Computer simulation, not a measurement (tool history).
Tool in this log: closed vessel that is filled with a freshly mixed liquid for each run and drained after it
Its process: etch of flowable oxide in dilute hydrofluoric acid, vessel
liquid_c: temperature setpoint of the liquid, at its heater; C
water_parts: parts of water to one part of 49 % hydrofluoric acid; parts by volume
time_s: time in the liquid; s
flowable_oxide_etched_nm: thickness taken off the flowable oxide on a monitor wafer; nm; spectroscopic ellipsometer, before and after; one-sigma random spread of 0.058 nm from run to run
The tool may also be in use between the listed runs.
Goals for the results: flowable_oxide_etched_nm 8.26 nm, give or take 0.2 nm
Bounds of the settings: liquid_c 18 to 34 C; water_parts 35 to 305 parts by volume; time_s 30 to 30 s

run,day,liquid_c,water_parts,time_s,flowable_oxide_etched_nm
1,0,26,170,30,6.5825
2,0.288,26,210,30,5.0652
3,0.596,23,210,30,4.5765
4,0.908,23,210,30,4.5101
5,0.95,25,205,30,5.0681
6,1.029,27,200,30,5.5967
7,1.383,28.5,195,30,6.0359
8,1.667,29.5,190,30,6.3843
9,1.808,30.5,185,30,6.9124
10,1.846,31,185,30,7.12
11,2.029,31.5,185,30,7.0971
12,2.188,32,180,30,7.6154
13,2.417,32.5,180,30,7.7594

Consider the 5 candidate settings below. Which is the only one whose results all fall within their allowed miss of target?
A,2.646,33.5,175,30,?
B,2.646,32,175,30,?
C,2.646,31,185,30,?
D,2.646,31,170,30,?
E,2.646,33,165,30,?

move,flowable_oxide_etched_nm
A,8.2764
B,7.8626
C,7.0924
D,7.869
E,8.7482
A: every result within its allowed miss
B: closer than the last run, but not yet in spec
C: moves away from the targets compared with the last run
D: closer than the last run, but not yet in spec
E: takes the result that was furthest off past its target
The right move is A.
